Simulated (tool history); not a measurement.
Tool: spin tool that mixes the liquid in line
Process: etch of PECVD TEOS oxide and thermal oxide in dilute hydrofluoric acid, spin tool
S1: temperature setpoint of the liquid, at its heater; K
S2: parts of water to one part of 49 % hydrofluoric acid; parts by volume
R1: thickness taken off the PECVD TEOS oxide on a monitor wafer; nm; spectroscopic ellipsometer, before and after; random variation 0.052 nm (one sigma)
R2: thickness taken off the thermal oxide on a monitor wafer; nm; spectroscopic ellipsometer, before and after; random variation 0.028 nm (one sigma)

run 1 hour=0.0 | S1=294.15 S2=195 time_under_the_liquid_(s)=55 | R1=5.5538 R2=1.0339
run 2 hour=2.7 | S1=294.15 S2=130 time_under_the_liquid_(s)=55 | R1=8.7838 R2=1.6315
run 3 hour=6.3 | S1=294.15 S2=70 time_under_the_liquid_(s)=55 | R1=17.5080 R2=3.3212
run 4 hour=8.8 | S1=290.65 S2=70 time_under_the_liquid_(s)=55 | R1=15.0680 R2=2.8739
run 5 hour=16.2 | S1=290.65 S2=90 time_under_the_liquid_(s)=55 | R1=11.5260 R2=2.1791
run 6 hour=20.1 | S1=290.65 S2=100 time_under_the_liquid_(s)=55 | R1=10.3900 R2=1.9674
run 7 hour=23.0 | S1=290.65 S2=110 time_under_the_liquid_(s)=55 | R1=9.2646 R2=1.7024
run 8 hour=31.0 | S1=290.65 S2=115 time_under_the_liquid_(s)=55 | R1=8.8431 R2=1.6782
run 9 hour=35.0 | S1=290.65 S2=120 time_under_the_liquid_(s)=55 | R1=8.3398 R2=1.5906

Run 10 comes next. What will it give?
run 10 hour=43.9 | S1=290.65 S2=125 time_under_the_liquid_(s)=55 | R1=? R2=?

Run 10 gave R1 8.0229 nm, R2 1.5344 nm.

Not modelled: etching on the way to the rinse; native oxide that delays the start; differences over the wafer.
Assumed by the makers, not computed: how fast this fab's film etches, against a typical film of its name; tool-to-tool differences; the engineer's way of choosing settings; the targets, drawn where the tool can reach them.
